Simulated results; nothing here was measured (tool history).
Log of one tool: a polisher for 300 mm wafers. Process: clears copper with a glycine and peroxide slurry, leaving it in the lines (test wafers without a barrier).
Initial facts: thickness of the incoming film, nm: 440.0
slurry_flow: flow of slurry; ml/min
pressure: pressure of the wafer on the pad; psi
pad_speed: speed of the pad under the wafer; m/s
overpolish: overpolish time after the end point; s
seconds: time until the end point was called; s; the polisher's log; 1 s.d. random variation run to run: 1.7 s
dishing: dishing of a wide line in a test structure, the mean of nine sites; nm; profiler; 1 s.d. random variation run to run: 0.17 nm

| run | hour | slurry_flow | pressure | pad_speed | overpolish | seconds | dishing |
|---|---|---|---|---|---|---|---|
| 1 | 0.0 | 195 | 3.1 | 1.14 | 11 | 56.810 | 54.5460 |
| 2 | 8.1 | 195 | 3.1 | 1.14 | 8 | 57.389 | 42.1630 |
| 3 | 12.4 | 195 | 3.9 | 1.14 | 8 | 45.824 | 49.8320 |
| 4 | 18.3 | 230 | 3.9 | 1.14 | 8 | 45.007 | 49.9970 |
| 5 | 26.9 | 250 | 3.3 | 0.98 | 7 | 61.318 | 35.1310 |
| 6 | 30.7 | 265 | 3.0 | 0.86 | 6 | 70.726 | 25.3220 |
| 7 | 38.9 | 265 | 2.7 | 0.80 | 6 | 81.454 | 23.0530 |

What does the tool deliver on the next run?
| 8 | 41.4 | 230 | 1.8 | 0.72 | 3 | ? | ? |

Logged for run 8: seconds 122.290 s, dishing 8.2762 nm.
